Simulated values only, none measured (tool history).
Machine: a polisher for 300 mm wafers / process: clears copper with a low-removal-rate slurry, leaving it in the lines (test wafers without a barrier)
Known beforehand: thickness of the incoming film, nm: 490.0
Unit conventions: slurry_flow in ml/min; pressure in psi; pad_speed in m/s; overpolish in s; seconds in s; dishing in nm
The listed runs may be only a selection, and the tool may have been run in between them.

| run | hour | slurry_flow | pressure | pad_speed | slurry_solids | overpolish | seconds | dishing |
|---|---|---|---|---|---|---|---|---|
| 1 | 0 | 255 | 3.6 | 1.42 | 1 | 11 | 80.337 | 39.212 |
| 2 | 7 | 200 | 3.6 | 1.42 | 1 | 11 | 82.478 | 38.249 |
| 3 | 9.8 | 200 | 3.6 | 1.62 | 1 | 11 | 74.469 | 41.753 |
| 4 | 17.2 | 200 | 3.6 | 1.62 | 0.85 | 11 | 74.99 | 41.561 |
| 5 | 22.2 | 200 | 3.6 | 1.62 | 0.75 | 11 | 78.115 | 39.715 |
| 6 | 23.3 | 200 | 3.1 | 1.62 | 0.75 | 11 | 89.858 | 34.712 |
| 7 | 32 | 205 | 3.5 | 1.62 | 0.75 | 12 | 77.322 | 41.363 |
| 8 | 34.9 | 215 | 3.6 | 1.62 | 0.75 | 13 | 78.098 | 44.91 |

The next listed run, before its measurement:
| 9 | 37.1 | 215 | 3.8 | 1.62 | 0.75 | 13 | ? | ? |

Run 9 produced seconds 73.685 s, dishing 48.934 nm.

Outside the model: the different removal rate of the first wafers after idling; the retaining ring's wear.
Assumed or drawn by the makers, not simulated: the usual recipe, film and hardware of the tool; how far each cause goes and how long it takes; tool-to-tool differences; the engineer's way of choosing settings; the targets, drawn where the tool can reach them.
